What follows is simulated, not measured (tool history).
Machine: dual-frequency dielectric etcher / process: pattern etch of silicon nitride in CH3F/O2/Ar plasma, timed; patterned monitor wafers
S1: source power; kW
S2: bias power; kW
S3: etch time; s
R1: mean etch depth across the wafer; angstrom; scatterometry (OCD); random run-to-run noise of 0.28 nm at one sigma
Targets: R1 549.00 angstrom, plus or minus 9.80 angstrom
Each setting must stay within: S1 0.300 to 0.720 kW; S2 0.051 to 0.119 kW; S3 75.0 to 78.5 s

run	hour	S1	S2	S3	R1
1	0.0	0.510	0.085	75.0	626.00
2	1.6	0.470	0.084	75.0	603.21
3	8.3	0.440	0.083	75.0	593.16
4	8.9	0.440	0.083	78.5	620.33
5	12.3	0.440	0.093	78.5	651.81
6	16.5	0.400	0.088	78.5	620.16
7	23.3	0.380	0.084	78.5	595.94
8	30.4	0.360	0.083	78.5	584.93
9	36.3	0.300	0.077	78.0	534.91

Next run, 4 choices. One meets every target within its allowed miss, the rest don't. Which?
A	42.2	0.300	0.088	75.5	?
B	42.2	0.300	0.079	76.5	?
C	42.2	0.300	0.077	76.0	?
D	42.2	0.300	0.069	78.5	?

move	R1
A	542.81
B	525.09
C	515.95
D	508.49
A: in spec on every target
B: its largest miss is bigger than the last run's
C: its largest miss is bigger than the last run's
D: its largest miss is bigger than the last run's
The move that meets every target is A.
